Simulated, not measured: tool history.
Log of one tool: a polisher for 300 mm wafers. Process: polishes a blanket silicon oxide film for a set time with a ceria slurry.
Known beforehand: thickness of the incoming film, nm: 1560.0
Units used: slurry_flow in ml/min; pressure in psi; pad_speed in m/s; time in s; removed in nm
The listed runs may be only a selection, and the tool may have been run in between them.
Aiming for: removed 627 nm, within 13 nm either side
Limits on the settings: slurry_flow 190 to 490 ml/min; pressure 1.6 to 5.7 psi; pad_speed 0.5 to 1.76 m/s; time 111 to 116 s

run  hour  slurry_flow  pressure  pad_speed  time  removed
  1     0          315       3.6       1.12   111   651.53
  2     7          310       3.6       1.12   111   643.63
  3   8.7          310       3.6        0.9   111   522.16
  4    15          310       4.2        0.9   111   598.27
  5  18.2          310       4.2       1.04   111   689.18
  6  23.8          310       4.2        1.3   111   860.63
     25.4  -- worn pad replaced by a new one
  7  25.4          300       3.8        1.3   111   872.65
  8  29.6          385       2.8       1.16   111   598.36
  9  32.7          400       2.8       1.16   111   601.31
 10  41.7          415       2.8       1.16   111   602.53
 11    43          425       2.8       1.16   111   606.19
 12  46.4          435       2.8       1.16   111   603.53
 13  49.1          440       2.8       1.16   111   603.51

Exactly one of the 4 candidate moves below puts every result within its allowed miss. Which one?
  A  51.8          395       2.3       1.38   114        ?
  B  51.8          475       3.2       0.98   111        ?
  C  51.8          490       2.5        1.2   111        ?
  D  51.8          430       2.5        1.2   114        ?

move  removed
   A   617.68
   B   577.78
   C   569.92
   D   581.03
A: all results in spec
B: its largest miss is bigger than the last run's
C: its largest miss is bigger than the last run's
D: its largest miss is bigger than the last run's
The right move is A.
